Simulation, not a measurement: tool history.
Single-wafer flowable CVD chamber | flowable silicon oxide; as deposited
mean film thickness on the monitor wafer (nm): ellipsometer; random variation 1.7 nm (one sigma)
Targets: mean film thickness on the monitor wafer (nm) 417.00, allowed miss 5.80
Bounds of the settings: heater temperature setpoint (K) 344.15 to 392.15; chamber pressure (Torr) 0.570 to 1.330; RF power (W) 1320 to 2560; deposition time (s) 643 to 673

run  hour  heater temperature setpoint (K)  chamber pressure (Torr)  RF power (W)  deposition time (s)  mean film thickness on the monitor wafer (nm)
  1   0.0                           368.15                    0.950          1940                  673                                         627.69
  2   7.8                           371.15                    0.950          1940                  673                                         566.63
  3  12.2                           371.15                    0.950          1940                  673                                         567.58
  4  20.8                           371.15                    0.950          1940                  673                                         566.10
  5  25.1                           371.15                    0.950          1740                  673                                         549.92
  6  27.0                           371.15                    0.950          1740                  673                                         548.51
  7  35.9                           381.15                    0.949          1740                  673                                         386.30
  8  39.8                           380.15                    0.949          1740                  673                                         401.98

5 next moves are on the table. One of them brings every result within its allowed miss. Which?
  A  43.7                           372.15                    0.725          1680                  645                                              ?
  B  43.7                           376.15                    0.861          1545                  669                                              ?
  C  43.7                           380.15                    0.937          1965                  671                                              ?
  D  43.7                           375.15                    0.849          1530                  673                                              ?
  E  43.7                           376.15                    0.875          1805                  669                                              ?

move  mean film thickness on the monitor wafer (nm)
   A                                         388.79
   B                                         406.07
   C                                         409.04
   D                                         416.00
   E                                         430.22
A: further off than the last run
B: nearer than the last run, and not there yet
C: nearer than the last run, and not there yet
D: meets every target
E: takes the result that was furthest off past its target
The right move is D.
